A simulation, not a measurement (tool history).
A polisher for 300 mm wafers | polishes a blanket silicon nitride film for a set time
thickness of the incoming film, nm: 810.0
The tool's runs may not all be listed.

run	hour	flow of slurry (ml/min)	pressure of the wafer on the pad (psi)	speed of the pad under the wafer (m/s)	polishing time (s)	film removed (angstrom)
1	0.0	225	3.5	1.30	80	1781.8
2	1.3	200	3.5	1.30	80	1757.9
3	6.9	240	3.5	1.30	80	1815.0
4	10.1	285	3.5	1.30	80	1850.5
5	17.0	285	4.0	1.30	80	2112.1
# hour 25.9: slurry nozzle cleaned
6	25.9	255	4.0	1.30	80	2187.3
7	29.9	255	3.7	1.30	80	2010.4

Forecast run 8:
8	34.4	250	3.5	1.30	80	?

Run 8 gave film removed (angstrom) 1947.3.
